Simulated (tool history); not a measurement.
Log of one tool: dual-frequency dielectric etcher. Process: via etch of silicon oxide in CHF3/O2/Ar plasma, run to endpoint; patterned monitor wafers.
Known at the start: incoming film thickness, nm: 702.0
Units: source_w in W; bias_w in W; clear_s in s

run	hour	source_w	bias_w	clear_s
1	0.0	780	208	333.51
2	5.1	700	197	356.61
3	6.0	700	164	375.92
4	12.5	700	185	364.41
5	18.6	700	164	375.26
6	21.5	700	190	360.37
7	29.3	660	186	372.35

Run 8 comes next. What will it give?
8	29.8	630	184	?

clear_s: 379.87 s
